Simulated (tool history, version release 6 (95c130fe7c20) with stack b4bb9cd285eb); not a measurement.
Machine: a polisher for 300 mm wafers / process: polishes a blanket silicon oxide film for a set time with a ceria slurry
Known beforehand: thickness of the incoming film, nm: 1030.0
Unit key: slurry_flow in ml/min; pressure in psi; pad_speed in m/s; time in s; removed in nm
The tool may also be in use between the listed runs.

run 1 hour=0.0 | slurry_flow=165 pressure=2.9 pad_speed=1.40 time=21 | removed=96.766
run 2 hour=2.4 | slurry_flow=165 pressure=2.4 pad_speed=1.40 time=21 | removed=79.784
run 3 hour=3.1 | slurry_flow=125 pressure=2.4 pad_speed=1.40 time=21 | removed=76.734
run 4 hour=4.7 | slurry_flow=125 pressure=2.4 pad_speed=1.40 time=21 | removed=76.938
run 5 hour=7.6 | slurry_flow=125 pressure=2.4 pad_speed=1.40 time=21 | removed=78.609
run 6 hour=14.2 | slurry_flow=125 pressure=2.4 pad_speed=1.62 time=21 | removed=90.000
run 7 hour=22.0 | slurry_flow=125 pressure=2.6 pad_speed=1.62 time=21 | removed=97.560
run 8 hour=24.1 | slurry_flow=125 pressure=2.8 pad_speed=1.62 time=21 | removed=102.670

Predict the results of run 9:
run 9 hour=26.5 | slurry_flow=130 pressure=3.0 pad_speed=1.62 time=21 | removed=?

{"run 9": {"removed": 111.85}}
